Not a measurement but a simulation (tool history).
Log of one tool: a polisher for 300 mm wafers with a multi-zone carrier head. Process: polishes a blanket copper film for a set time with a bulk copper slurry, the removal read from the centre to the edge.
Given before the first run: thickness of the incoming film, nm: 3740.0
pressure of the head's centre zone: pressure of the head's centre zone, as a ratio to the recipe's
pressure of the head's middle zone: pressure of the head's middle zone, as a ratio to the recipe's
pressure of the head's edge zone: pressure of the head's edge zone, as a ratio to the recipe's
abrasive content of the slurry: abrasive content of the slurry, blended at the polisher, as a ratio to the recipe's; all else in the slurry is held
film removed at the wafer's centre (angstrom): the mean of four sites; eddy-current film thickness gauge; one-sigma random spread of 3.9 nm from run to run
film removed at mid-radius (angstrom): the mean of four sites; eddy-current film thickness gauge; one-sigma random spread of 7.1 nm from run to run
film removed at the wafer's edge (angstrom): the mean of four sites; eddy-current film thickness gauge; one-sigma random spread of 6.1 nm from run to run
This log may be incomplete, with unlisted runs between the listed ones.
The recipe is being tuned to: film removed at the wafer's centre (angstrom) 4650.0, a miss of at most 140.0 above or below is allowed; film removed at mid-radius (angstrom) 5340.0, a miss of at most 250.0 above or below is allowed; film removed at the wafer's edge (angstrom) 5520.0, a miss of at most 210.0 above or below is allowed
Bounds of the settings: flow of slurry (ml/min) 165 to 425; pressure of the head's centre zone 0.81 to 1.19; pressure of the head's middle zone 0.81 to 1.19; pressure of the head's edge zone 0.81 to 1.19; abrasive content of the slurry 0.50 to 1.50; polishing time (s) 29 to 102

run  hour  flow of slurry (ml/min)  pressure of the head's centre zone  pressure of the head's middle zone  pressure of the head's edge zone  abrasive content of the slurry  polishing time (s)  film removed at the wafer's centre (angstrom)  film removed at mid-radius (angstrom)  film removed at the wafer's edge (angstrom)
  1   0.0                      275                                1.00                                1.00                              1.00                            1.00                  65                                         7749.4                                 7893.7                                       7978.5
  2   7.5                      270                                0.95                                0.98                              0.98                            0.85                  61                                         6708.2                                 7069.2                                       6942.8
  3   9.0                      260                                0.91                                0.96                              1.00                            0.75                  58                                         5915.0                                 6286.0                                       6572.0
  4  16.6                      260                                0.91                                0.96                              1.00                            0.75                  52                                         5267.7                                 5756.8                                       5726.9
  5  25.3                      260                                0.91                                1.01                              1.00                            0.75                  52                                         5270.2                                 6078.5                                       5878.4
  6  33.9                      250                                0.89                                0.99                              1.00                            0.70                  52                                         5196.3                                 5709.6                                       5808.5
  7  37.4                      250                                0.87                                0.99                              1.00                            0.65                  52                                         4900.2                                 5568.7                                       5672.9
  8  39.0                      250                                0.87                                0.99                              1.00                            0.65                  52                                         4935.9                                 5721.8                                       5631.6
  9  44.1                      245                                0.86                                0.98                              1.00                            0.65                  52                                         4860.2                                 5649.5                                       5726.5
 10  47.3                      245                                0.85                                0.97                              0.99                            0.65                  52                                         4714.5                                 5517.8                                       5607.9
 11  55.3                      240                                0.85                                0.96                              0.99                            0.65                  52                                         4890.4                                 5609.2                                       5695.9

Consider the 5 candidate settings below. Which is the only one whose results all fall within their allowed miss of target?
  A  63.3                      270                                0.98                                1.02                              1.09                            0.75                  45                                              ?                                      ?                                            ?
  B  63.3                      270                                0.95                                0.84                              1.10                            0.50                  54                                              ?                                      ?                                            ?
  C  63.3                      220                                0.82                                0.90                              0.92                            0.80                  51                                              ?                                      ?                                            ?
  D  63.3                      280                                0.83                                0.95                              1.01                            0.50                  59                                              ?                                      ?                                            ?
  E  63.3                      255                                0.99                                0.96                              0.98                            0.65                  49                                              ?                                      ?                                            ?

move  film removed at the wafer's centre (angstrom)  film removed at mid-radius (angstrom)  film removed at the wafer's edge (angstrom)
   A                                         4989.0                                 5317.0                                       5268.4
   B                                         5333.1                                 4988.8                                       5850.9
   C                                         4727.1                                 5407.7                                       5527.0
   D                                         5137.0                                 6058.6                                       6142.2
   E                                         5292.2                                 5312.5                                       5277.8
A: lands further from the targets than the last run did
B: lands further from the targets than the last run did
C: all results in spec
D: lands further from the targets than the last run did
E: lands further from the targets than the last run did
Go with C: it meets all targets.

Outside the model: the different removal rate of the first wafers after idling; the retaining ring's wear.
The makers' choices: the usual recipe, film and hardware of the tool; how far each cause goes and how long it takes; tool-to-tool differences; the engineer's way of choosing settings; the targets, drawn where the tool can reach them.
